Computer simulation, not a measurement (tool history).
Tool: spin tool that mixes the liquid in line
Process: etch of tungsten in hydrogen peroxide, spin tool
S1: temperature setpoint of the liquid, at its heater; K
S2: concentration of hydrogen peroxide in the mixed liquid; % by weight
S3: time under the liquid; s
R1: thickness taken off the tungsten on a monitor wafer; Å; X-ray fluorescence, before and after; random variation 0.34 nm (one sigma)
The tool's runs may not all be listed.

| run | hour | S1 | S2 | S3 | R1 |
|---|---|---|---|---|---|
| 1 | 0.0 | 329.15 | 19 | 45 | 980.69 |
| 2 | 4.7 | 323.65 | 19 | 45 | 700.13 |
| 3 | 12.3 | 323.65 | 19 | 45 | 702.80 |
| 4 | 18.8 | 323.15 | 19 | 45 | 689.80 |
| 5 | 21.1 | 323.15 | 19 | 50 | 751.21 |
| 6 | 28.8 | 322.65 | 19 | 50 | 733.04 |
| 7 | 30.0 | 322.15 | 19 | 50 | 719.42 |
|  | 36.5 | heated supply line repaired |
| 8 | 36.5 | 321.65 | 19 | 50 | 767.68 |

Forecast run 9:
| 9 | 43.2 | 321.15 | 19 | 50 | ? |

R1: 731.36 Å
